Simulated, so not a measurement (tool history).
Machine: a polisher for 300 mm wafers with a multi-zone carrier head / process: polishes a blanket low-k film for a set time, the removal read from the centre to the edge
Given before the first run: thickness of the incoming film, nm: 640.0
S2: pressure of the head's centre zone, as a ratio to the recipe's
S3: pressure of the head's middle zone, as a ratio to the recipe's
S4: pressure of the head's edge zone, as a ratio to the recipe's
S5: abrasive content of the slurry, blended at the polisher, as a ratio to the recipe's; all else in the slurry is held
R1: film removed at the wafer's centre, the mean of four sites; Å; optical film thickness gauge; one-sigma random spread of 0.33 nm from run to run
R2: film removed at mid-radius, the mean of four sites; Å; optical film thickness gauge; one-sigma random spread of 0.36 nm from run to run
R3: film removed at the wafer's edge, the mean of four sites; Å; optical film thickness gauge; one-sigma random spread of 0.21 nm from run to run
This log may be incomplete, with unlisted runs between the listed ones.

Run 1, hour 0: flow of slurry (ml/min) 305, S2 1, S3 1, S4 1, S5 1, polishing time (s) 76. Result: R1 428.73 Å, R2 425.67 Å, R3 424.42 Å.
Run 2, hour 7.4: flow of slurry (ml/min) 255, S2 1, S3 1, S4 1, S5 1, polishing time (s) 76. Result: R1 405.61 Å, R2 403.49 Å, R3 413.4 Å.
Run 3, hour 10.7: flow of slurry (ml/min) 255, S2 0.99, S3 1, S4 0.98, S5 0.95, polishing time (s) 75. Result: R1 401.16 Å, R2 387.56 Å, R3 398.76 Å.
Run 4, hour 14.7: flow of slurry (ml/min) 255, S2 1.04, S3 1, S4 0.98, S5 0.95, polishing time (s) 75. Result: R1 416.82 Å, R2 393.61 Å, R3 398.21 Å.
Run 5, hour 19: flow of slurry (ml/min) 315, S2 1.04, S3 1, S4 0.98, S5 0.95, polishing time (s) 75. Result: R1 428.75 Å, R2 395.16 Å, R3 405.21 Å.
Run 6, hour 26.7: flow of slurry (ml/min) 315, S2 1.04, S3 1, S4 0.98, S5 0.8, polishing time (s) 75. Result: R1 373.59 Å, R2 358.85 Å, R3 359.93 Å.
Run 7, hour 29.3: flow of slurry (ml/min) 315, S2 1.02, S3 1, S4 0.97, S5 0.75, polishing time (s) 75. Result: R1 351.06 Å, R2 337.9 Å, R3 339.7 Å.
Run 8, hour 31.6: flow of slurry (ml/min) 290, S2 0.92, S3 1.03, S4 0.87, S5 0.7, polishing time (s) 75. Result: R1 300.55 Å, R2 326.34 Å, R3 305.75 Å.

The next listed run, before its measurement:
Run 9, hour 33.3: flow of slurry (ml/min) 290, S2 0.91, S3 1.03, S4 0.87, S5 0.7, polishing time (s) 75. Result: R1 ?, R2 ?, R3 ?.

{"run 9": {"R1": 292.27, "R2": 321.72, "R3": 304.59}}
